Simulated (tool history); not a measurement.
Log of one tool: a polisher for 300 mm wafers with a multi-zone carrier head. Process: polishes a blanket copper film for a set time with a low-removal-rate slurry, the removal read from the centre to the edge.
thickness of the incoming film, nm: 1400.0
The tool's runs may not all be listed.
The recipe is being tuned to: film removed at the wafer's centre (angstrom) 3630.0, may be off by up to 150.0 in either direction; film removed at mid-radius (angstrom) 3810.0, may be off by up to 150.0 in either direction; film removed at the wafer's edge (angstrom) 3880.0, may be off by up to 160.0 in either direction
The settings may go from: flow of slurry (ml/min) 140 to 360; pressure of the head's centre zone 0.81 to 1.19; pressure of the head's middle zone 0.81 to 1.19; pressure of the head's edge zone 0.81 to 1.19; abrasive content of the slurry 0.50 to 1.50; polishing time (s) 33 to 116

run	hour	flow of slurry (ml/min)	pressure of the head's centre zone	pressure of the head's middle zone	pressure of the head's edge zone	abrasive content of the slurry	polishing time (s)	film removed at the wafer's centre (angstrom)	film removed at mid-radius (angstrom)	film removed at the wafer's edge (angstrom)
1	0.0	230	1.00	1.00	1.00	1.00	74	2663.7	2634.7	2588.8
2	4.9	230	0.99	1.01	1.04	1.15	79	2817.6	2935.5	2822.7
3	9.3	230	0.99	1.07	1.04	1.15	79	2769.8	2990.5	2868.0
4	13.8	225	1.00	1.05	1.08	1.20	84	3073.4	3163.4	3088.8
5	20.3	225	0.99	1.04	1.11	1.25	88	3241.2	3327.9	3333.3
6	22.3	235	0.99	1.05	1.13	1.30	90	3325.1	3430.3	3501.3
7	30.6	240	1.00	1.07	1.14	1.35	91	3435.0	3597.4	3520.9
8	32.9	240	0.99	1.06	1.15	1.35	93	3537.7	3634.1	3715.9

Which one of the following 5 next-run settings gets every result inside its allowed miss? There is exactly one.
A	35.2	255	0.85	0.82	1.19	1.25	104	?	?	?
B	35.2	225	1.00	1.07	1.11	1.30	92	?	?	?
C	35.2	290	0.97	1.04	1.14	1.25	98	?	?	?
D	35.2	245	0.98	1.02	1.13	1.35	92	?	?	?
E	35.2	235	0.98	1.15	1.12	1.50	88	?	?	?

move	film removed at the wafer's centre (angstrom)	film removed at mid-radius (angstrom)	film removed at the wafer's edge (angstrom)
A	3285.3	3437.3	4132.9
B	3393.5	3628.4	3531.9
C	3599.5	3876.0	3862.4
D	3393.4	3574.1	3617.5
E	3300.5	3793.3	3505.5
A: its largest miss is bigger than the last run's
B: its largest miss is bigger than the last run's
C: all results in spec
D: its largest miss is bigger than the last run's
E: brings the last run's worst result on target, with another outside its allowed miss
Correct choice: C, which meets every target
